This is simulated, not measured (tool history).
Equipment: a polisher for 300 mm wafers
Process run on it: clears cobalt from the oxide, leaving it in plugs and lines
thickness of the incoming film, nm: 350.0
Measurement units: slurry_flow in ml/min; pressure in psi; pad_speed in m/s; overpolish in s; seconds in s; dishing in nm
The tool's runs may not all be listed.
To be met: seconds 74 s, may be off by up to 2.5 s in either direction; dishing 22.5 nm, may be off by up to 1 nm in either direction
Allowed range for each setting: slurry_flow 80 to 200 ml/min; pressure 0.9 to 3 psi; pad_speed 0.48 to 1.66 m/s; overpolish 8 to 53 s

run,hour,slurry_flow,pressure,pad_speed,overpolish,seconds,dishing
1,0,130,1.9,1.06,27,78.363,34.551
2,1.8,125,1.9,1.06,22,77.985,32.001
3,4.5,115,1.9,1.06,18,81.111,31.618
4,12.4,135,1.9,1.06,15,77.565,29.429
5,16.6,110,1.9,1.06,15,79.868,29.107
6,18.5,110,1.9,1.06,8,80.881,21.48
7,19.5,115,1.9,1.06,8,82.066,21.124
8,28.4,120,1.9,1.06,8,80.167,21.214
9,37.3,125,1.9,1.06,8,80.41,21.584
10,43.6,130,2,1.06,9,75.488,23.737

Which single option among these 4 for the next run brings every result within its allowed miss of target? Just one does.
A,49.9,90,2.3,1.08,10,?,?
B,49.9,150,2.3,0.9,10,?,?
C,49.9,115,2.5,0.88,10,?,?
D,49.9,110,1.5,1.48,8,?,?

move,seconds,dishing
A,68.721,26.286
B,73.768,25.426
C,72.688,25.601
D,74.252,22.441
A: lands further from the targets than the last run did
B: lands further from the targets than the last run did
C: lands further from the targets than the last run did
D: all results land within tolerance of their targets
D is the move that brings every result within its allowed miss.
